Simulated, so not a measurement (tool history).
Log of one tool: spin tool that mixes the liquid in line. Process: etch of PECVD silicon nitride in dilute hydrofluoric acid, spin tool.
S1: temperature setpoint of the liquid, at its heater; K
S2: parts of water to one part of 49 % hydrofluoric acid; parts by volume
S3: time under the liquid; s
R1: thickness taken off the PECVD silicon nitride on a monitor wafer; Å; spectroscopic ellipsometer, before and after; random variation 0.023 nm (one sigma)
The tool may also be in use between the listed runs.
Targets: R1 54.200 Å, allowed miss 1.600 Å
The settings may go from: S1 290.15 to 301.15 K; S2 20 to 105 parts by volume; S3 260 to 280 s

| run | day | S1 | S2 | S3 | R1 |
|---|---|---|---|---|---|
| 1 | 0.000 | 293.15 | 55 | 260 | 114.420 |
| 2 | 0.283 | 296.65 | 55 | 260 | 144.010 |
| 3 | 0.533 | 299.65 | 55 | 260 | 175.660 |
| 4 | 0.746 | 298.15 | 60 | 260 | 147.350 |
| 5 | 0.892 | 300.15 | 60 | 260 | 168.330 |
| 6 | 1.188 | 300.15 | 40 | 260 | 248.460 |
| 7 | 1.229 | 298.65 | 45 | 260 | 203.120 |
| 8 | 1.462 | 297.65 | 50 | 260 | 169.130 |
| 9 | 1.817 | 296.65 | 55 | 260 | 144.710 |
| 10 | 1.912 | 295.65 | 60 | 260 | 124.660 |
| 11 | 1.938 | 294.65 | 65 | 260 | 107.210 |
| 12 | 2.017 | 294.15 | 70 | 260 | 96.694 |
| 13 | 2.250 | 294.15 | 70 | 260 | 95.823 |
| 14 | 2.521 | 290.15 | 90 | 260 | 57.110 |

Which of these 5 next moves meets every target?
| A | 2.792 | 290.15 | 100 | 260 | ? |
| B | 2.792 | 290.15 | 105 | 270 | ? |
| C | 2.792 | 290.65 | 105 | 265 | ? |
| D | 2.792 | 290.15 | 95 | 260 | ? |
| E | 2.792 | 290.15 | 105 | 265 | ? |

| move | R1 |
|---|---|
| A | 51.883 |
| B | 51.393 |
| C | 52.224 |
| D | 54.525 |
| E | 50.441 |
A: takes the result that was furthest off past its target
B: takes the result that was furthest off past its target
C: takes the result that was furthest off past its target
D: meets every target
E: takes the result that was furthest off past its target
Move D is the one to make.
